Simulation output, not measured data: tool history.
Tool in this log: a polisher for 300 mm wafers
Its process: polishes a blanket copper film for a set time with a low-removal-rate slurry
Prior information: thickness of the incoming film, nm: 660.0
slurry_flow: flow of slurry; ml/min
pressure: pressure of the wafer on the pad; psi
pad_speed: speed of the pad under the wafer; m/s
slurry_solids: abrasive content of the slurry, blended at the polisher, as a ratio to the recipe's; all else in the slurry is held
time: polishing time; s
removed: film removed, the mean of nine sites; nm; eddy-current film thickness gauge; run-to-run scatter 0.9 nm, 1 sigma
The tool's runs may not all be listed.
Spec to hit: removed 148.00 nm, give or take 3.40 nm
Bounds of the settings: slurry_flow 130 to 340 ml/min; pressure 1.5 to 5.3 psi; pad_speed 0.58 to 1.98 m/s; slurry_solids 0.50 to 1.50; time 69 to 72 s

run 1 hour=0.0 | slurry_flow=220 pressure=3.4 pad_speed=1.28 slurry_solids=1.00 time=69 | removed=254.76
run 2 hour=7.1 | slurry_flow=220 pressure=4.1 pad_speed=1.28 slurry_solids=1.00 time=69 | removed=308.01
run 3 hour=8.5 | slurry_flow=260 pressure=4.1 pad_speed=1.28 slurry_solids=1.00 time=69 | removed=314.14
run 4 hour=14.6 | slurry_flow=260 pressure=4.1 pad_speed=1.56 slurry_solids=1.00 time=69 | removed=377.46
run 5 hour=23.4 | slurry_flow=260 pressure=3.6 pad_speed=1.50 slurry_solids=1.00 time=69 | removed=321.77
run 6 hour=26.0 | slurry_flow=260 pressure=3.6 pad_speed=1.50 slurry_solids=1.00 time=69 | removed=320.36
run 7 hour=27.9 | slurry_flow=255 pressure=3.2 pad_speed=1.44 slurry_solids=1.00 time=69 | removed=274.23
run 8 hour=31.0 | slurry_flow=250 pressure=2.9 pad_speed=1.40 slurry_solids=1.00 time=69 | removed=244.33
run 9 hour=34.1 | slurry_flow=220 pressure=1.9 pad_speed=1.26 slurry_solids=1.00 time=69 | removed=144.11

Which single option among these 5 for the next run brings every result within its allowed miss of target? Just one does.
run A hour=37.2 | slurry_flow=220 pressure=1.8 pad_speed=1.30 slurry_solids=1.00 time=69 | removed=?
run B hour=37.2 | slurry_flow=235 pressure=2.8 pad_speed=0.88 slurry_solids=1.00 time=69 | removed=?
run C hour=37.2 | slurry_flow=225 pressure=1.9 pad_speed=1.20 slurry_solids=0.95 time=72 | removed=?
run D hour=37.2 | slurry_flow=260 pressure=1.8 pad_speed=1.32 slurry_solids=0.80 time=69 | removed=?
run E hour=37.2 | slurry_flow=215 pressure=1.9 pad_speed=1.20 slurry_solids=1.05 time=69 | removed=?

move=A removed=140.90
move=B removed=148.52
move=C removed=141.66
move=D removed=137.32
move=E removed=138.60
A: further off than the last run
B: all results land within tolerance of their targets
C: further off than the last run
D: further off than the last run
E: further off than the last run
Go with B: it meets all targets.
